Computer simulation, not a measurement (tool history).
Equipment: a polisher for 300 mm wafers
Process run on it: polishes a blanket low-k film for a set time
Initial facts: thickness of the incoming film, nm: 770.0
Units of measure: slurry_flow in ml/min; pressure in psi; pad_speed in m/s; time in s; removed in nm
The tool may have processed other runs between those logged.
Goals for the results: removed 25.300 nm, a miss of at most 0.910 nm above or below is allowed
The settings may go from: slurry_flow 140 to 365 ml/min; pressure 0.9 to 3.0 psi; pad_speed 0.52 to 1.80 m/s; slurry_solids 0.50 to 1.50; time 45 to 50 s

run  hour  slurry_flow  pressure  pad_speed  slurry_solids  time  removed
  1   0.0          235       1.9       1.16           1.00    50   21.392
  2   0.5          235       2.0       1.16           1.00    50   21.653
  3   4.9          235       2.1       1.16           1.00    50   23.188
  4  12.6          235       2.2       1.16           1.00    50   24.027
  5  20.2          235       1.9       1.16           1.00    50   20.866
  6  28.7          265       1.9       1.16           1.00    50   21.336
  7  33.5          265       2.0       1.16           1.00    50   22.315
  8  38.5          265       2.2       1.16           1.00    50   24.104

Pick the move, out of 5, that brings all results within their allowed miss; only one does.
  A  43.5          295       2.2       1.06           0.90    49        ?
  B  43.5          295       2.3       1.06           0.95    49        ?
  C  43.5          220       2.7       0.96           1.05    50        ?
  D  43.5          225       2.0       1.32           1.00    46        ?
  E  43.5          210       2.5       0.92           1.10    50        ?

move  removed
   A   21.629
   B   22.946
   C   25.109
   D   22.416
   E   22.855
A: its largest miss is bigger than the last run's
B: its largest miss is bigger than the last run's
C: each result inside its tolerance
D: its largest miss is bigger than the last run's
E: its largest miss is bigger than the last run's
The right move is C.
